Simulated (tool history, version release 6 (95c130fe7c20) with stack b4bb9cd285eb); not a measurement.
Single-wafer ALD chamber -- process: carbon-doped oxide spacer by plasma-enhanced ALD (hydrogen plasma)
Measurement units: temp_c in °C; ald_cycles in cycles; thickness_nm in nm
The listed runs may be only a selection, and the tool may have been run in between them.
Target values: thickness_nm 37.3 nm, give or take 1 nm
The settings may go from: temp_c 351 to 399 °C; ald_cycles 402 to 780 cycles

Run 1, hour 0: temp_c 375 °C, ald_cycles 591 cycles. Result: thickness_nm 32.383 nm.
Run 2, hour 6.5: temp_c 375 °C, ald_cycles 516 cycles. Result: thickness_nm 28.262 nm.
Run 3, hour 8.3: temp_c 381 °C, ald_cycles 516 cycles. Result: thickness_nm 28.332 nm.
Run 4, hour 11.7: temp_c 381 °C, ald_cycles 546 cycles. Result: thickness_nm 29.716 nm.
Run 5, hour 19.3: temp_c 381 °C, ald_cycles 571 cycles. Result: thickness_nm 31.449 nm.
Run 6, hour 29.3: temp_c 381 °C, ald_cycles 633 cycles. Result: thickness_nm 34.637 nm.
Run 7, hour 31.9: temp_c 381 °C, ald_cycles 641 cycles. Result: thickness_nm 34.861 nm.
Run 8, hour 39.8: temp_c 381 °C, ald_cycles 649 cycles. Result: thickness_nm 35.283 nm.
Run 9, hour 45.1: temp_c 381 °C, ald_cycles 656 cycles. Result: thickness_nm 35.952 nm.
Run 10, hour 54.3: temp_c 381 °C, ald_cycles 660 cycles. Result: thickness_nm 36.127 nm.

4 candidate next runs follow, results not yet known. Just one meets every target within its allowed miss. Identify it.
Run A, hour 63.5: temp_c 377 °C, ald_cycles 638 cycles. Result: thickness_nm ?.
Run B, hour 63.5: temp_c 385 °C, ald_cycles 633 cycles. Result: thickness_nm ?.
Run C, hour 63.5: temp_c 380 °C, ald_cycles 625 cycles. Result: thickness_nm ?.
Run D, hour 63.5: temp_c 399 °C, ald_cycles 677 cycles. Result: thickness_nm ?.

move  thickness_nm
   A        34.914
   B         34.64
   C        34.202
   D        37.048
A: moves away from the targets compared with the last run
B: moves away from the targets compared with the last run
C: moves away from the targets compared with the last run
D: in spec on every target
D meets every target.

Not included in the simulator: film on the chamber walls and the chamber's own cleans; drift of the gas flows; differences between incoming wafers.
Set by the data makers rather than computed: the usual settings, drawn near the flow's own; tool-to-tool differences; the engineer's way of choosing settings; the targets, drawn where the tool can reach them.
